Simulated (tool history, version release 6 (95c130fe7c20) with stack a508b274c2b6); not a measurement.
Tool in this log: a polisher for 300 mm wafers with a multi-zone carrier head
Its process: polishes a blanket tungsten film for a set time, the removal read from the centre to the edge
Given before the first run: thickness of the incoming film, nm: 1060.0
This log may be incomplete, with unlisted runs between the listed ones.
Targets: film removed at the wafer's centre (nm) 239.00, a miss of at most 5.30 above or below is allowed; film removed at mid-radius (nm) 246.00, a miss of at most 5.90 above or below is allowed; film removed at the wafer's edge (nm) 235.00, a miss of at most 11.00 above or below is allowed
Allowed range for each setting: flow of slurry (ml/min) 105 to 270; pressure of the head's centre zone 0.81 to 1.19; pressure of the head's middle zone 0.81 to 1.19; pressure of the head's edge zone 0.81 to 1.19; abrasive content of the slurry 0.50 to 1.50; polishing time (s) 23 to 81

| run | hour | flow of slurry (ml/min) | pressure of the head's centre zone | pressure of the head's middle zone | pressure of the head's edge zone | abrasive content of the slurry | polishing time (s) | film removed at the wafer's centre (nm) | film removed at mid-radius (nm) | film removed at the wafer's edge (nm) |
|---|---|---|---|---|---|---|---|---|---|---|
| 1 | 0.0 | 175 | 1.00 | 1.00 | 1.00 | 1.00 | 52 | 155.37 | 157.10 | 161.22 |
| 2 | 4.9 | 190 | 1.03 | 1.04 | 1.04 | 1.10 | 54 | 168.50 | 173.79 | 178.48 |
| 3 | 12.8 | 200 | 1.06 | 1.07 | 1.04 | 1.20 | 55 | 180.76 | 189.76 | 183.22 |
| 4 | 20.3 | 200 | 1.06 | 1.07 | 1.04 | 1.10 | 55 | 178.15 | 182.05 | 182.96 |
| 5 | 28.3 | 210 | 1.09 | 1.09 | 1.06 | 1.20 | 56 | 190.53 | 194.70 | 189.29 |
| 6 | 34.4 | 240 | 1.09 | 1.09 | 1.06 | 1.20 | 56 | 194.29 | 199.01 | 192.18 |
| 7 | 39.1 | 240 | 1.10 | 1.10 | 1.08 | 1.25 | 57 | 202.82 | 204.51 | 203.08 |
| 8 | 45.2 | 245 | 1.11 | 1.12 | 1.09 | 1.30 | 58 | 209.08 | 214.18 | 203.54 |
| 9 | 46.5 | 245 | 1.11 | 1.12 | 1.11 | 1.35 | 59 | 215.56 | 219.73 | 213.14 |
| 10 | 51.0 | 245 | 1.12 | 1.13 | 1.12 | 1.40 | 60 | 220.80 | 228.34 | 218.30 |
| 11 | 53.9 | 250 | 1.13 | 1.14 | 1.13 | 1.40 | 60 | 221.49 | 232.81 | 218.99 |
| 12 | 61.6 | 250 | 1.14 | 1.14 | 1.14 | 1.40 | 60 | 226.12 | 230.74 | 220.44 |

Consider the 4 candidate settings below. Which is the only one whose results all fall within their allowed miss of target?
| A | 69.3 | 255 | 0.92 | 1.04 | 1.19 | 1.35 | 69 | ? | ? | ? |
| B | 69.3 | 270 | 1.16 | 1.06 | 1.19 | 1.10 | 67 | ? | ? | ? |
| C | 69.3 | 250 | 1.00 | 0.99 | 1.19 | 1.15 | 65 | ? | ? | ? |
| D | 69.3 | 270 | 1.14 | 1.14 | 1.15 | 1.50 | 62 | ? | ? | ? |

| move | film removed at the wafer's centre (nm) | film removed at mid-radius (nm) | film removed at the wafer's edge (nm) |
|---|---|---|---|
| A | 219.41 | 244.58 | 258.97 |
| B | 237.79 | 229.30 | 238.69 |
| C | 208.72 | 211.06 | 233.32 |
| D | 236.68 | 245.81 | 236.99 |
A: brings the result that was furthest off to its target, and leaves another outside
B: further off than the last run
C: further off than the last run
D: every result within its allowed miss
D meets every target.
